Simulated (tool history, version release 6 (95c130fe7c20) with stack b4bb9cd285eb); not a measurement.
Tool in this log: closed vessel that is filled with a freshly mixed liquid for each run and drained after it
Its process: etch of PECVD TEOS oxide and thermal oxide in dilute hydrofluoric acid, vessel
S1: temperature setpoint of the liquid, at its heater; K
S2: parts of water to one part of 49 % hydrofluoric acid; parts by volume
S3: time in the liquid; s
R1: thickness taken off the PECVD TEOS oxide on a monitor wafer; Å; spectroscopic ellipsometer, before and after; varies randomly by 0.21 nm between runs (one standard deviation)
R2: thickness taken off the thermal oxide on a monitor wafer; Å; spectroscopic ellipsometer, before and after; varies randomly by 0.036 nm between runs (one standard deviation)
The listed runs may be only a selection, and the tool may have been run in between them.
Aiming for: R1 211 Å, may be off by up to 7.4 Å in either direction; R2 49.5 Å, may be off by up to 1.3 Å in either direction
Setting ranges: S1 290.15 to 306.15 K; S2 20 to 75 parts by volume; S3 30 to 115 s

run 1 hour=0 | S1=298.15 S2=45 S3=60 | R1=284.78 R2=67.791
run 2 hour=2.1 | S1=296.65 S2=45 S3=60 | R1=271.33 R2=63.431
run 3 hour=5.5 | S1=299.15 S2=45 S3=60 | R1=297.47 R2=70.247
run 4 hour=6.3 | S1=297.65 S2=45 S3=60 | R1=278.03 R2=66.563
run 5 hour=15.1 | S1=299.15 S2=45 S3=60 | R1=297.68 R2=71.141
run 6 hour=17.5 | S1=300.65 S2=45 S3=60 | R1=320.83 R2=75.022
run 7 hour=19.1 | S1=299.15 S2=45 S3=60 | R1=295.85 R2=70.293
run 8 hour=27.5 | S1=297.65 S2=45 S3=60 | R1=287.06 R2=66.526
run 9 hour=30.5 | S1=296.65 S2=45 S3=60 | R1=272.89 R2=64.459
run 10 hour=36.3 | S1=295.65 S2=45 S3=60 | R1=260.06 R2=60.898

4 next moves are on the table. One of them brings every result within its allowed miss. Which?
run A hour=42.1 | S1=295.15 S2=45 S3=50 | R1=? R2=?
run B hour=42.1 | S1=293.65 S2=45 S3=60 | R1=? R2=?
run C hour=42.1 | S1=293.15 S2=45 S3=75 | R1=? R2=?
run D hour=42.1 | S1=290.15 S2=35 S3=70 | R1=? R2=?

move=A R1=213.78 R2=49.457
move=B R1=240.8 R2=55.707
move=C R1=294.66 R2=68.169
move=D R1=314.18 R2=72.684
A: meets every target
B: better than the last run, though not everything is in spec
C: the biggest miss grows against the last run
D: the biggest miss grows against the last run
Move A is the one to make.
